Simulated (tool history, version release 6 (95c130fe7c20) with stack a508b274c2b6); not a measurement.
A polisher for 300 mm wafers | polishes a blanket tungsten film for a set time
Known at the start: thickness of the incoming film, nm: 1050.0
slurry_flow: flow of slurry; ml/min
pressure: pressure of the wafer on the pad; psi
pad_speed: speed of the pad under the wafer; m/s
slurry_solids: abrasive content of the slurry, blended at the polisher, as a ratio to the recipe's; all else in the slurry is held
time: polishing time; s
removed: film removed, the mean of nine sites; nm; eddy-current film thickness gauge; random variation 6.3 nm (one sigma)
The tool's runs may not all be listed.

run 1 day=0 | slurry_flow=290 pressure=3.6 pad_speed=1.14 slurry_solids=1 time=80 | removed=415.66
run 2 day=0.312 | slurry_flow=290 pressure=3.8 pad_speed=1.14 slurry_solids=1 time=80 | removed=439.8
run 3 day=0.338 | slurry_flow=230 pressure=3.8 pad_speed=1.14 slurry_solids=1 time=80 | removed=430.59
run 4 day=0.412 | slurry_flow=230 pressure=4 pad_speed=1.14 slurry_solids=1 time=80 | removed=432.8
run 5 day=0.488 | slurry_flow=245 pressure=4.2 pad_speed=1.14 slurry_solids=1 time=80 | removed=468.36
run 6 day=0.775 | slurry_flow=245 pressure=4.2 pad_speed=0.98 slurry_solids=1 time=80 | removed=393.35
run 7 day=0.992 | slurry_flow=245 pressure=4.2 pad_speed=0.98 slurry_solids=1 time=80 | removed=389.04
run 8 day=1.267 | slurry_flow=250 pressure=4.5 pad_speed=0.98 slurry_solids=1 time=80 | removed=417.7
run 9 day=1.346 | slurry_flow=255 pressure=4.8 pad_speed=1 slurry_solids=1 time=80 | removed=449.99
run 10 day=1.433 | slurry_flow=255 pressure=5 pad_speed=1.02 slurry_solids=1 time=80 | removed=468.17
run 11 day=1.554 | slurry_flow=255 pressure=5.1 pad_speed=1.04 slurry_solids=1 time=80 | removed=488.05
run 12 day=1.733 | slurry_flow=255 pressure=5.2 pad_speed=1.06 slurry_solids=1 time=80 | removed=496.19
run 13 day=1.842 | slurry_flow=255 pressure=5.3 pad_speed=1.08 slurry_solids=1 time=80 | removed=528.37
run 14 day=1.933 | slurry_flow=255 pressure=5.4 pad_speed=1.08 slurry_solids=1 time=80 | removed=516.09
run 15 day=2.042 | slurry_flow=255 pressure=5.5 pad_speed=1.1 slurry_solids=1 time=80 | removed=541.61

The next listed run, before its measurement:
run 16 day=2.262 | slurry_flow=255 pressure=5.6 pad_speed=1.12 slurry_solids=1 time=80 | removed=?

removed: 554.44 nm
